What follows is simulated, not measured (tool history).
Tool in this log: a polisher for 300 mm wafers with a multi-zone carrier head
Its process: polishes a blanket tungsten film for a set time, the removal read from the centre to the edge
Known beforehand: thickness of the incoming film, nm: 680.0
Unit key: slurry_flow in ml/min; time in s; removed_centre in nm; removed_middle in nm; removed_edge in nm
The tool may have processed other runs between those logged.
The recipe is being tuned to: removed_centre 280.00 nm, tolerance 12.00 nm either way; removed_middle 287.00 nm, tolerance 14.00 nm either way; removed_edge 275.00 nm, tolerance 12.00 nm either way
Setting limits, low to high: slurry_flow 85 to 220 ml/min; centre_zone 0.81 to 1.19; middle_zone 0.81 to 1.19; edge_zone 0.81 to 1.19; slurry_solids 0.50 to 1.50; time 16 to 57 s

run	day	slurry_flow	centre_zone	middle_zone	edge_zone	slurry_solids	time	removed_centre	removed_middle	removed_edge
1	0.000	140	1.00	1.00	1.00	1.00	36	203.72	218.37	224.09
2	0.179	150	1.03	1.02	1.02	1.10	36	219.93	218.81	233.44
3	0.388	150	1.03	1.02	1.02	1.10	42	251.45	260.31	277.74
4	0.438	150	0.95	1.02	1.02	1.10	42	230.89	260.19	270.01
5	0.517	150	0.95	1.10	1.02	1.10	42	234.95	283.13	275.17
6	0.712	150	0.95	1.10	0.95	1.10	42	234.94	277.72	271.82
7	0.788	160	0.98	1.11	0.94	1.05	42	244.34	283.95	265.53
8	0.842	165	1.00	1.11	0.94	1.05	42	247.65	281.68	258.99
# day 0.912: edge zone pressure recalibrated
9	0.912	165	1.02	1.11	0.94	1.10	42	257.19	281.96	258.15
10	0.967	165	1.03	1.10	0.95	1.15	42	261.81	286.28	259.21
11	1.058	165	1.04	1.09	0.96	1.15	42	259.17	286.07	259.60
12	1.317	165	1.05	1.08	0.97	1.15	42	261.06	282.93	271.69

Pick the move, out of 4, that brings all results within their allowed miss; only one does.
A	1.575	140	1.08	1.08	0.99	1.25	44	?	?	?
B	1.575	115	0.96	1.15	1.05	1.45	42	?	?	?
C	1.575	150	1.00	1.17	0.97	1.15	40	?	?	?
D	1.575	170	1.10	1.09	0.97	1.15	40	?	?	?

move	removed_centre	removed_middle	removed_edge
A	286.61	289.43	278.77
B	243.58	290.99	275.11
C	241.53	280.15	248.44
D	269.54	268.56	252.16
A: each result inside its tolerance
B: the biggest miss grows against the last run
C: the biggest miss grows against the last run
D: meets the target for the result that was furthest off, but another lies outside its allowed miss
So the answer is move A, the one that meets all the targets.

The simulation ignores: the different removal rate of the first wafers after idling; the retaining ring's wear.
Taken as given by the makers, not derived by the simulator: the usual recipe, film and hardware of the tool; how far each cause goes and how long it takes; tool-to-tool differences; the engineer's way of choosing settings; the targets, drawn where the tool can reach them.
